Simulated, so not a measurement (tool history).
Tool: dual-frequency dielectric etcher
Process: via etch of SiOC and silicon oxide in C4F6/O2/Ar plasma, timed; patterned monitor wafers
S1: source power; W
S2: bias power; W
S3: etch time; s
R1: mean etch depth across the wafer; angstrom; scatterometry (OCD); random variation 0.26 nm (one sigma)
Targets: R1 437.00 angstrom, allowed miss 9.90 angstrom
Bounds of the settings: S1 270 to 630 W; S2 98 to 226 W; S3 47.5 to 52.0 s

{"run": 1, "hour": 0.0, "S1": 450, "S2": 162, "S3": 52.0, "R1": 523.9}
{"run": 2, "hour": 7.5, "S1": 450, "S2": 184, "S3": 52.0, "R1": 549.46}
{"run": 3, "hour": 11.9, "S1": 450, "S2": 170, "S3": 52.0, "R1": 530.88}
{"run": 4, "hour": 20.1, "S1": 450, "S2": 199, "S3": 52.0, "R1": 559.6}
{"run": 5, "hour": 27.0, "S1": 430, "S2": 193, "S3": 51.5, "R1": 548.0}
{"run": 6, "hour": 34.8, "S1": 370, "S2": 193, "S3": 51.5, "R1": 513.07}
{"run": 7, "hour": 39.6, "S1": 360, "S2": 189, "S3": 51.0, "R1": 499.33}
{"run": 8, "hour": 46.3, "S1": 350, "S2": 186, "S3": 51.0, "R1": 486.75}
{"run": 9, "hour": 50.7, "S1": 340, "S2": 185, "S3": 51.0, "R1": 477.89}
{"run": 10, "hour": 55.5, "S1": 270, "S2": 170, "S3": 50.0, "R1": 414.96}
{"run": 11, "hour": 56.9, "S1": 290, "S2": 171, "S3": 50.0, "R1": 422.72}
{"run": 12, "hour": 64.5, "S1": 330, "S2": 175, "S3": 50.0, "R1": 458.35}

4 next moves are on the table. One of them brings every result within its allowed miss. Which?
{"run": "A", "hour": 72.1, "S1": 350, "S2": 185, "S3": 48.5, "R1": "?"}
{"run": "B", "hour": 72.1, "S1": 300, "S2": 189, "S3": 50.5, "R1": "?"}
{"run": "C", "hour": 72.1, "S1": 310, "S2": 181, "S3": 48.5, "R1": "?"}
{"run": "D", "hour": 72.1, "S1": 360, "S2": 174, "S3": 49.5, "R1": "?"}

move=A R1=465.74
move=B R1=458.03
move=C R1=438.74
move=D R1=470.00
A: further off than the last run
B: as far off as the last run
C: meets every target
D: further off than the last run
The right move is C.
